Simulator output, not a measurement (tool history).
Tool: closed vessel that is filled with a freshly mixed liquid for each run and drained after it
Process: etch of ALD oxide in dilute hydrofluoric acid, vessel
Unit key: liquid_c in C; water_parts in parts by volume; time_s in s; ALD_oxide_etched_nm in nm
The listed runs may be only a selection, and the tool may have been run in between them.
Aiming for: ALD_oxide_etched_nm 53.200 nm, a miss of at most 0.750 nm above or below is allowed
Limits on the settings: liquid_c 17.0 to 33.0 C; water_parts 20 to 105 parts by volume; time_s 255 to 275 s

run,hour,liquid_c,water_parts,time_s,ALD_oxide_etched_nm
1,0.0,25.0,55,255,63.298
2,9.3,24.5,55,255,61.626
3,12.1,24.5,75,255,44.099
4,18.1,24.5,95,255,33.902
5,19.1,24.5,95,255,33.985
6,23.8,25.5,95,255,35.193
7,29.6,26.5,95,255,37.043
8,32.6,27.5,95,255,37.944
9,37.8,31.5,85,255,50.064
10,42.4,32.5,85,255,51.949

Pick the move, out of 4, that brings all results within their allowed miss; only one does.
A,47.0,33.0,90,260,?
B,47.0,31.5,90,275,?
C,47.0,30.5,85,270,?
D,47.0,31.0,80,255,?

move,ALD_oxide_etched_nm
A,51.015
B,51.041
C,51.483
D,53.040
A: moves away from the targets compared with the last run
B: moves away from the targets compared with the last run
C: moves away from the targets compared with the last run
D: all results land within tolerance of their targets
D meets every target.
